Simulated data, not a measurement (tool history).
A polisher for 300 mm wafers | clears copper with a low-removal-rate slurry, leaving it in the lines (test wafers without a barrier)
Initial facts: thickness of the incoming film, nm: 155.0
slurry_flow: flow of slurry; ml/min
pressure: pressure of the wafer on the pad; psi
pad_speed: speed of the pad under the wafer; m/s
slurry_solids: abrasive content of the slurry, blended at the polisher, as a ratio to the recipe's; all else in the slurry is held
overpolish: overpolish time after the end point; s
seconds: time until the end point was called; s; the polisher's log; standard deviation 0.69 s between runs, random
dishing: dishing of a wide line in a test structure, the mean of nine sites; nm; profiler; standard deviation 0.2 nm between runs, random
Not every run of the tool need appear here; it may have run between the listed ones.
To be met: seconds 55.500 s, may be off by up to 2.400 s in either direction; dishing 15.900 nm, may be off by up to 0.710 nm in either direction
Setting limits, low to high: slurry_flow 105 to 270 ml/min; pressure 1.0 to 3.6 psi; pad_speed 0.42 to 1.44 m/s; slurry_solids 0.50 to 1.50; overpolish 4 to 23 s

run 1 hour=0.0 | slurry_flow=175 pressure=2.3 pad_speed=0.92 slurry_solids=1.00 overpolish=12 | seconds=88.716 dishing=16.788
run 2 hour=1.1 | slurry_flow=145 pressure=2.3 pad_speed=0.92 slurry_solids=1.00 overpolish=12 | seconds=91.725 dishing=16.837
run 3 hour=5.1 | slurry_flow=145 pressure=2.3 pad_speed=0.82 slurry_solids=1.00 overpolish=12 | seconds=100.280 dishing=15.232
run 4 hour=13.5 | slurry_flow=155 pressure=2.6 pad_speed=0.82 slurry_solids=1.00 overpolish=11 | seconds=88.272 dishing=15.667
run 5 hour=17.1 | slurry_flow=155 pressure=2.6 pad_speed=0.60 slurry_solids=1.00 overpolish=11 | seconds=115.430 dishing=12.334
run 6 hour=25.6 | slurry_flow=155 pressure=2.6 pad_speed=0.60 slurry_solids=1.15 overpolish=11 | seconds=110.220 dishing=12.660
run 7 hour=34.4 | slurry_flow=160 pressure=2.8 pad_speed=0.64 slurry_solids=1.20 overpolish=10 | seconds=97.543 dishing=13.141
run 8 hour=43.2 | slurry_flow=165 pressure=3.0 pad_speed=0.68 slurry_solids=1.20 overpolish=9 | seconds=86.469 dishing=12.961
run 9 hour=49.8 | slurry_flow=170 pressure=3.1 pad_speed=0.72 slurry_solids=1.20 overpolish=9 | seconds=81.703 dishing=13.805
run 10 hour=58.6 | slurry_flow=170 pressure=3.2 pad_speed=0.76 slurry_solids=1.20 overpolish=8 | seconds=75.704 dishing=13.329
run 11 hour=65.2 | slurry_flow=170 pressure=3.3 pad_speed=0.80 slurry_solids=1.20 overpolish=8 | seconds=72.008 dishing=14.104
run 12 hour=69.5 | slurry_flow=175 pressure=3.4 pad_speed=0.84 slurry_solids=1.20 overpolish=8 | seconds=65.831 dishing=15.105
run 13 hour=78.0 | slurry_flow=190 pressure=3.6 pad_speed=0.92 slurry_solids=1.20 overpolish=7 | seconds=58.448 dishing=14.786

Below are 5 possible settings for the next run. Only one of them brings all results inside the allowed miss of their targets. Which is it?
run A hour=86.5 | slurry_flow=115 pressure=3.6 pad_speed=1.08 slurry_solids=0.90 overpolish=7 | seconds=? dishing=?
run B hour=86.5 | slurry_flow=205 pressure=3.6 pad_speed=0.94 slurry_solids=1.30 overpolish=7 | seconds=? dishing=?
run C hour=86.5 | slurry_flow=185 pressure=3.5 pad_speed=0.92 slurry_solids=1.20 overpolish=7 | seconds=? dishing=?
run D hour=86.5 | slurry_flow=200 pressure=3.1 pad_speed=0.96 slurry_solids=1.15 overpolish=8 | seconds=? dishing=?
run E hour=86.5 | slurry_flow=205 pressure=3.5 pad_speed=0.94 slurry_solids=1.50 overpolish=6 | seconds=? dishing=?

move=A seconds=62.014 dishing=14.479
move=B seconds=56.145 dishing=15.934
move=C seconds=60.689 dishing=14.779
move=D seconds=64.743 dishing=15.766
move=E seconds=55.044 dishing=13.994
A: its largest miss is bigger than the last run's
B: all results land within tolerance of their targets
C: its largest miss is bigger than the last run's
D: brings the last run's worst result on target, with another outside its allowed miss
E: its largest miss is bigger than the last run's
Move B is the one to make.

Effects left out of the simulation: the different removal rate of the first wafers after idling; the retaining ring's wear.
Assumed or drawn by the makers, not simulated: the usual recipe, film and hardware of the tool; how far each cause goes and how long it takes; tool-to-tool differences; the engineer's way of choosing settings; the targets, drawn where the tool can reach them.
